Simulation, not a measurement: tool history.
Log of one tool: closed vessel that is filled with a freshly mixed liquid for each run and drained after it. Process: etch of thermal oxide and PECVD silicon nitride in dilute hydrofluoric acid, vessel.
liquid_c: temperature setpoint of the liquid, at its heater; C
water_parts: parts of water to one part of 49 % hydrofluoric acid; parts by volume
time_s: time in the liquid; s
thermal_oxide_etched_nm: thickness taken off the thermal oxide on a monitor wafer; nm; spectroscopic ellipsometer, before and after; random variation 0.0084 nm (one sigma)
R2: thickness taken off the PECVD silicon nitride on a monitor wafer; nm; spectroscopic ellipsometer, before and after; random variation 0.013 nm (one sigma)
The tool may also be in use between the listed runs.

Run 1, hour 0.0: liquid_c 22.0 C, water_parts 75 parts by volume, time_s 80 s. Result: thermal_oxide_etched_nm 4.8950 nm, R2 2.9338 nm.
Run 2, hour 1.8: liquid_c 24.5 C, water_parts 75 parts by volume, time_s 80 s. Result: thermal_oxide_etched_nm 5.4190 nm, R2 3.3891 nm.
Run 3, hour 2.8: liquid_c 24.5 C, water_parts 50 parts by volume, time_s 80 s. Result: thermal_oxide_etched_nm 8.3747 nm, R2 5.1622 nm.
Run 4, hour 7.1: liquid_c 24.5 C, water_parts 30 parts by volume, time_s 80 s. Result: thermal_oxide_etched_nm 14.3070 nm, R2 8.3016 nm.
Run 5, hour 14.4: liquid_c 24.5 C, water_parts 30 parts by volume, time_s 50 s. Result: thermal_oxide_etched_nm 8.9839 nm, R2 5.2799 nm.
Run 6, hour 20.4: liquid_c 24.5 C, water_parts 30 parts by volume, time_s 70 s. Result: thermal_oxide_etched_nm 12.5230 nm, R2 7.3458 nm.
Run 7, hour 24.2: liquid_c 25.0 C, water_parts 40 parts by volume, time_s 70 s. Result: thermal_oxide_etched_nm 9.5095 nm, R2 5.7708 nm.
Run 8, hour 26.8: liquid_c 25.0 C, water_parts 50 parts by volume, time_s 70 s. Result: thermal_oxide_etched_nm 7.5226 nm, R2 4.5892 nm.
Run 9, hour 31.3: liquid_c 25.5 C, water_parts 55 parts by volume, time_s 70 s. Result: thermal_oxide_etched_nm 6.8696 nm, R2 4.3747 nm.
Run 10, hour 32.7: liquid_c 25.5 C, water_parts 60 parts by volume, time_s 70 s. Result: thermal_oxide_etched_nm 6.2677 nm, R2 3.9812 nm.
Run 11, hour 35.5: liquid_c 25.5 C, water_parts 65 parts by volume, time_s 70 s. Result: thermal_oxide_etched_nm 5.7672 nm, R2 3.6778 nm.
Run 12, hour 38.8: liquid_c 25.5 C, water_parts 70 parts by volume, time_s 70 s. Result: thermal_oxide_etched_nm 5.3023 nm, R2 3.4880 nm.
Run 13, hour 44.0: liquid_c 25.5 C, water_parts 75 parts by volume, time_s 70 s. Result: thermal_oxide_etched_nm 4.9158 nm, R2 3.2599 nm.
Run 14, hour 45.8: liquid_c 25.5 C, water_parts 80 parts by volume, time_s 70 s. Result: thermal_oxide_etched_nm 4.5889 nm, R2 3.0561 nm.
Run 15, hour 52.1: liquid_c 25.0 C, water_parts 110 parts by volume, time_s 75 s. Result: thermal_oxide_etched_nm 3.3632 nm, R2 2.2589 nm.

Run 16 has not been measured yet. What should we expect?
Run 16, hour 56.7: liquid_c 25.0 C, water_parts 115 parts by volume, time_s 75 s. Result: thermal_oxide_etched_nm ?, R2 ?.

{"run 16": {"thermal_oxide_etched_nm": 3.2075, "R2": 2.1675}}
